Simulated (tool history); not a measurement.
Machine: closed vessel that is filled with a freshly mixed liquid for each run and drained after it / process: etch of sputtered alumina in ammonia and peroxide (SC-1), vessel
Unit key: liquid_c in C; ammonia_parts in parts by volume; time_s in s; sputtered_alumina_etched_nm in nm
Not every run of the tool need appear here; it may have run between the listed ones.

{"run": 1, "hour": 0.0, "liquid_c": 56.0, "ammonia_parts": 0.6, "time_s": 265, "sputtered_alumina_etched_nm": 28.435}
{"run": 2, "hour": 2.2, "liquid_c": 52.0, "ammonia_parts": 0.6, "time_s": 265, "sputtered_alumina_etched_nm": 22.947}
{"run": 3, "hour": 3.2, "liquid_c": 57.0, "ammonia_parts": 0.6, "time_s": 265, "sputtered_alumina_etched_nm": 29.93}
{"run": 4, "hour": 5.3, "liquid_c": 55.0, "ammonia_parts": 0.6, "time_s": 265, "sputtered_alumina_etched_nm": 26.959}
{"run": 5, "hour": 12.9, "liquid_c": 48.0, "ammonia_parts": 0.6, "time_s": 265, "sputtered_alumina_etched_nm": 18.44}
{"run": 6, "hour": 15.1, "liquid_c": 49.0, "ammonia_parts": 0.6, "time_s": 265, "sputtered_alumina_etched_nm": 19.504}
{"run": 7, "hour": 23.3, "liquid_c": 49.5, "ammonia_parts": 0.6, "time_s": 265, "sputtered_alumina_etched_nm": 20.042}

Run 8 is up next; what results do you expect?
{"run": 8, "hour": 26.0, "liquid_c": 50.0, "ammonia_parts": 0.6, "time_s": 265, "sputtered_alumina_etched_nm": "?"}

Run 8 gave sputtered_alumina_etched_nm 20.598 nm.

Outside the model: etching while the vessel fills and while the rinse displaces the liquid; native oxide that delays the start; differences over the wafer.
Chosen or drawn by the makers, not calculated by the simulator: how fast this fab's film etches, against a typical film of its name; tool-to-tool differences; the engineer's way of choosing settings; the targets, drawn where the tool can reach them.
